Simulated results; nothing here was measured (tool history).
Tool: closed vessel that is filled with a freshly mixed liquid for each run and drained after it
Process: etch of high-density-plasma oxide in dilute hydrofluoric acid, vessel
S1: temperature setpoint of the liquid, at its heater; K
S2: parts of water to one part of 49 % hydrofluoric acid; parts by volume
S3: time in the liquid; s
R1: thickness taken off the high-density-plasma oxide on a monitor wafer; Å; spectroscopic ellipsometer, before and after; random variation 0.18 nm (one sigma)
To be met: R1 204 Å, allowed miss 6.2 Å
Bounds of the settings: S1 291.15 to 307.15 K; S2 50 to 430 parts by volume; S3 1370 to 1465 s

run 1 day=0 | S1=299.15 S2=240 S3=1370 | R1=291.19
run 2 day=0.038 | S1=302.65 S2=240 S3=1370 | R1=326.55
run 3 day=0.067 | S1=299.15 S2=250 S3=1370 | R1=277.82
run 4 day=0.321 | S1=299.15 S2=250 S3=1465 | R1=298
run 5 day=0.529 | S1=299.15 S2=250 S3=1370 | R1=276.55
run 6 day=0.567 | S1=299.15 S2=250 S3=1370 | R1=279.58
run 7 day=0.717 | S1=296.65 S2=255 S3=1370 | R1=247.04
run 8 day=0.879 | S1=295.15 S2=255 S3=1370 | R1=238.63
run 9 day=1.088 | S1=294.15 S2=260 S3=1370 | R1=218.14

Which of these 4 next moves meets every target?
run A day=1.296 | S1=291.15 S2=235 S3=1430 | R1=?
run B day=1.296 | S1=294.65 S2=300 S3=1465 | R1=?
run C day=1.296 | S1=291.15 S2=235 S3=1395 | R1=?
run D day=1.296 | S1=294.15 S2=265 S3=1450 | R1=?

move=A R1=235.17
move=B R1=201.86
move=C R1=229.42
move=D R1=229.76
A: further off than the last run
B: meets every target
C: further off than the last run
D: further off than the last run
Answer: B

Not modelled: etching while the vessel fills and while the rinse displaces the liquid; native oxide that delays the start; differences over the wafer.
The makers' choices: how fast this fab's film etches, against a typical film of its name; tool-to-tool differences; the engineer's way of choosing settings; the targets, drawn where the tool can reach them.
